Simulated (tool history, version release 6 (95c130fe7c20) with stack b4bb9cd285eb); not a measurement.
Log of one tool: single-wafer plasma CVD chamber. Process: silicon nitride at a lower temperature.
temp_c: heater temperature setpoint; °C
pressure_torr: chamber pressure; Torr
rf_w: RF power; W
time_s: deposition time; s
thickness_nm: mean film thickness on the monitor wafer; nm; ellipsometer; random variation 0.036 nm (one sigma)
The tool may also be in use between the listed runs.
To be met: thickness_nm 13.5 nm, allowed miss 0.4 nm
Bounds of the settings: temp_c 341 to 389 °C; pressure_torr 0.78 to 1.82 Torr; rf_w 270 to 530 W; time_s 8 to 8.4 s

{"run": 1, "hour": 0.0, "temp_c": 365, "pressure_torr": 1.3, "rf_w": 400, "time_s": 8.4, "thickness_nm": 11.443}
{"run": 2, "hour": 2.4, "temp_c": 365, "pressure_torr": 1.3, "rf_w": 355, "time_s": 8.4, "thickness_nm": 10.466}
{"run": 3, "hour": 8.0, "temp_c": 365, "pressure_torr": 1.41, "rf_w": 385, "time_s": 8.4, "thickness_nm": 11.37}
{"run": 4, "hour": 15.0, "temp_c": 365, "pressure_torr": 1.49, "rf_w": 405, "time_s": 8.4, "thickness_nm": 12.05}
{"run": 5, "hour": 22.8, "temp_c": 365, "pressure_torr": 1.68, "rf_w": 405, "time_s": 8.4, "thickness_nm": 12.457}
{"run": 6, "hour": 29.4, "temp_c": 365, "pressure_torr": 1.52, "rf_w": 405, "time_s": 8.4, "thickness_nm": 12.087}
{"run": 7, "hour": 37.7, "temp_c": 365, "pressure_torr": 1.58, "rf_w": 420, "time_s": 8.4, "thickness_nm": 12.561}
{"run": 8, "hour": 44.3, "temp_c": 365, "pressure_torr": 1.62, "rf_w": 430, "time_s": 8.4, "thickness_nm": 12.884}
{"run": 9, "hour": 51.4, "temp_c": 365, "pressure_torr": 1.65, "rf_w": 435, "time_s": 8.4, "thickness_nm": 13.038}

Which of these 5 next moves meets every target?
{"run": "A", "hour": 58.5, "temp_c": 364, "pressure_torr": 1.69, "rf_w": 455, "time_s": 8.3, "thickness_nm": "?"}
{"run": "B", "hour": 58.5, "temp_c": 358, "pressure_torr": 1.76, "rf_w": 495, "time_s": 8.4, "thickness_nm": "?"}
{"run": "C", "hour": 58.5, "temp_c": 370, "pressure_torr": 1.56, "rf_w": 410, "time_s": 8.3, "thickness_nm": "?"}
{"run": "D", "hour": 58.5, "temp_c": 370, "pressure_torr": 1.67, "rf_w": 400, "time_s": 8.4, "thickness_nm": "?"}
{"run": "E", "hour": 58.5, "temp_c": 371, "pressure_torr": 1.55, "rf_w": 440, "time_s": 8, "thickness_nm": "?"}

move=A thickness_nm=13.433
move=B thickness_nm=14.574
move=C thickness_nm=12.138
move=D thickness_nm=12.29
move=E thickness_nm=12.302
A: meets every target
B: takes the result that was furthest off past its target
C: further off than the last run
D: further off than the last run
E: further off than the last run
Answer: A

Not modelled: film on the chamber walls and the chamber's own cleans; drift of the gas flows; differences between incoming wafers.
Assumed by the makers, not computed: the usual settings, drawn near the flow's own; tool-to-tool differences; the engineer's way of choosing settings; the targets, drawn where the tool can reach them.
